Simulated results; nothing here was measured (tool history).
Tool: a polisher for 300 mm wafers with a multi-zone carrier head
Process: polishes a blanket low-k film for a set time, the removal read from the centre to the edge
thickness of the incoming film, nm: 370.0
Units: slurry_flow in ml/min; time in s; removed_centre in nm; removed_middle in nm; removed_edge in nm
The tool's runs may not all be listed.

run,hour,slurry_flow,centre_zone,middle_zone,edge_zone,slurry_solids,time,removed_centre,removed_middle,removed_edge
1,0,315,1,1,1,1,77,24.561,23.679,25.266
2,2.4,360,1,1,1,1,77,25.021,24.166,25.061
3,9,360,0.92,1,1,1,77,23.57,24.471,25.46
4,14.3,325,0.92,1,1,1,77,23.181,24.213,25.207
5,20.3,330,0.92,1.02,1.02,1.05,77,23.818,25.254,26.093
6,26.7,405,0.92,1.02,1.02,1.05,77,24.36,25.331,26.423
7,30.5,405,0.92,1.04,1.03,1.1,77,25.453,26.615,27.311

Run 8 comes next. What will it give?
8,32.1,405,0.91,1.06,1.05,1.1,77,?,?,?

removed_centre: 25.044 nm
removed_middle: 26.983 nm
removed_edge: 27.275 nm
